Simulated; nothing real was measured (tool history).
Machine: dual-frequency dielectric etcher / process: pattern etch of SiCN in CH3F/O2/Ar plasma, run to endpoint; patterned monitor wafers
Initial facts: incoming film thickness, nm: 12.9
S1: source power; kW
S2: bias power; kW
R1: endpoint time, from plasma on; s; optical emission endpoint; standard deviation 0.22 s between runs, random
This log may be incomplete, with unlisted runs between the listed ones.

run 1 hour=0 | S1=0.51 S2=0.059 | R1=29.567
run 2 hour=1.2 | S1=0.5 S2=0.059 | R1=29.812
run 3 hour=5.5 | S1=0.49 S2=0.059 | R1=30.282
run 4 hour=11.8 | S1=0.48 S2=0.059 | R1=30.423
run 5 hour=20.7 | S1=0.47 S2=0.059 | R1=30.423
run 6 hour=26 | S1=0.47 S2=0.052 | R1=31.153

Predict the results of run 7:
run 7 hour=27.8 | S1=0.46 S2=0.052 | R1=?

Run 7 came out at R1 31.433 s.
